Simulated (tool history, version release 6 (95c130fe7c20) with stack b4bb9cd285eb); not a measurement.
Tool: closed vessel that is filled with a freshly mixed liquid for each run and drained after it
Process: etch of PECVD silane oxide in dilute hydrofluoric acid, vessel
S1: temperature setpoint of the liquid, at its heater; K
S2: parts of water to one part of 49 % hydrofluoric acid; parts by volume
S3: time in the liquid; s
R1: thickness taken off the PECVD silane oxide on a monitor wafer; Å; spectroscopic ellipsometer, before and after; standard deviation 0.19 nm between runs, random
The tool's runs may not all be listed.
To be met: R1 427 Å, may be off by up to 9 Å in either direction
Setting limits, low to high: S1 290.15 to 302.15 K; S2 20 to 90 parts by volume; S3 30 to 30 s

{"run": 1, "hour": 0.0, "S1": 294.15, "S2": 50, "S3": 30, "R1": 181.96}
{"run": 2, "hour": 2.6, "S1": 294.15, "S2": 40, "S3": 30, "R1": 233.06}
{"run": 3, "hour": 7.1, "S1": 294.15, "S2": 35, "S3": 30, "R1": 266.27}
{"run": 4, "hour": 10.0, "S1": 290.65, "S2": 35, "S3": 30, "R1": 229.74}
{"run": 5, "hour": 18.0, "S1": 290.65, "S2": 35, "S3": 30, "R1": 228.6}
{"run": 6, "hour": 23.2, "S1": 290.65, "S2": 35, "S3": 30, "R1": 229.85}
{"run": 7, "hour": 24.8, "S1": 292.15, "S2": 35, "S3": 30, "R1": 244.07}
{"run": 8, "hour": 33.0, "S1": 293.65, "S2": 35, "S3": 30, "R1": 260.29}
{"run": 9, "hour": 38.1, "S1": 294.65, "S2": 35, "S3": 30, "R1": 270.06}
{"run": 10, "hour": 44.6, "S1": 295.65, "S2": 35, "S3": 30, "R1": 283.98}
{"run": 11, "hour": 51.0, "S1": 296.65, "S2": 35, "S3": 30, "R1": 295.96}
{"run": 12, "hour": 55.6, "S1": 297.15, "S2": 35, "S3": 30, "R1": 304.6}
{"run": 13, "hour": 62.2, "S1": 297.65, "S2": 35, "S3": 30, "R1": 308.24}
{"run": 14, "hour": 67.7, "S1": 301.65, "S2": 25, "S3": 30, "R1": 518.6}
{"run": 15, "hour": 74.9, "S1": 301.15, "S2": 25, "S3": 30, "R1": 507.52}
{"run": 16, "hour": 83.5, "S1": 300.65, "S2": 25, "S3": 30, "R1": 498.29}
{"run": 17, "hour": 91.2, "S1": 300.15, "S2": 25, "S3": 30, "R1": 483.57}
{"run": 18, "hour": 97.7, "S1": 299.65, "S2": 25, "S3": 30, "R1": 473.19}
{"run": 19, "hour": 105.2, "S1": 299.15, "S2": 25, "S3": 30, "R1": 468.01}
{"run": 20, "hour": 106.2, "S1": 298.65, "S2": 25, "S3": 30, "R1": 457.14}
{"run": 21, "hour": 109.7, "S1": 297.65, "S2": 25, "S3": 30, "R1": 438.51}

Which single option among these 4 for the next run brings every result within its allowed miss of target? Just one does.
{"run": "A", "hour": 113.2, "S1": 297.15, "S2": 25, "S3": 30, "R1": "?"}
{"run": "B", "hour": 113.2, "S1": 300.15, "S2": 30, "S3": 30, "R1": "?"}
{"run": "C", "hour": 113.2, "S1": 296.15, "S2": 25, "S3": 30, "R1": "?"}
{"run": "D", "hour": 113.2, "S1": 295.65, "S2": 25, "S3": 30, "R1": "?"}

move=A R1=429.84
move=B R1=402.82
move=C R1=412.09
move=D R1=403.44
A: hits every target within its allowed miss
B: pushes the last run's worst result past its target
C: pushes the last run's worst result past its target
D: pushes the last run's worst result past its target
So the answer is move A, the one that meets all the targets.
